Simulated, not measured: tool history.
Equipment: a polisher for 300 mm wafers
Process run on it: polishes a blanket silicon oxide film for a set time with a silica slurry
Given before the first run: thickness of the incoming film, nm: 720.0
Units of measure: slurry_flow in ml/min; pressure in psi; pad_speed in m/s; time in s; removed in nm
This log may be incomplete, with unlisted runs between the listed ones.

run  hour  slurry_flow  pressure  pad_speed  slurry_solids  time  removed
  1     0          275       5.5       1.54              1    29   143.64
  2   8.3          275       5.5       1.34              1    29   128.02
  3  11.9          275       5.9       1.34              1    29   137.49
  4  13.6          245       5.9       1.34              1    29   135.99
  5  17.8          250       6.2       1.34              1    29   143.27
  6  19.5          250       6.2       1.34            1.1    29   146.43
  7  25.7          255       6.5       1.34            1.1    29   155.54
  8  30.6          260       6.7       1.34            1.1    29   160.22
  9  35.3          260       6.9       1.34            1.1    29   164.42
 10    39          260       7.1       1.34            1.1    29   171.41

What will run 11 give?
 11  40.9          260       7.3       1.34            1.1    29        ?

Run 11 came out at removed 176.15 nm.
